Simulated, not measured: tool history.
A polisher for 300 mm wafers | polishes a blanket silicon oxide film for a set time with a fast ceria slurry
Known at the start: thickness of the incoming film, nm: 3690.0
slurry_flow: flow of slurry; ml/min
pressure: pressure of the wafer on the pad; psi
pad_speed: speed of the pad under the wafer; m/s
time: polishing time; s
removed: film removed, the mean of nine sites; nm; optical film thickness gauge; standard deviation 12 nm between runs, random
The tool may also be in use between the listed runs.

Run 1, day 0: slurry_flow 305 ml/min, pressure 2.5 psi, pad_speed 1.04 m/s, time 85 s. Result: removed 1358.7 nm.
Run 2, day 0.296: slurry_flow 305 ml/min, pressure 2.2 psi, pad_speed 1.02 m/s, time 85 s. Result: removed 1188.3 nm.
Run 3, day 0.496: slurry_flow 305 ml/min, pressure 2.2 psi, pad_speed 1.16 m/s, time 85 s. Result: removed 1338.1 nm.
Run 4, day 0.596: slurry_flow 305 ml/min, pressure 2.2 psi, pad_speed 1.16 m/s, time 85 s. Result: removed 1313.4 nm.
Run 5, day 0.796: slurry_flow 335 ml/min, pressure 2.2 psi, pad_speed 1.16 m/s, time 85 s. Result: removed 1312 nm.
Run 6, day 1.104: slurry_flow 285 ml/min, pressure 2.2 psi, pad_speed 1.16 m/s, time 85 s. Result: removed 1335.6 nm.
Run 7, day 1.217: slurry_flow 285 ml/min, pressure 1.9 psi, pad_speed 1.14 m/s, time 85 s. Result: removed 1114.5 nm.

Run 8 is up next; what results do you expect?
Run 8, day 1.379: slurry_flow 285 ml/min, pressure 1.4 psi, pad_speed 1.12 m/s, time 85 s. Result: removed ?.

removed: 826.32 nm
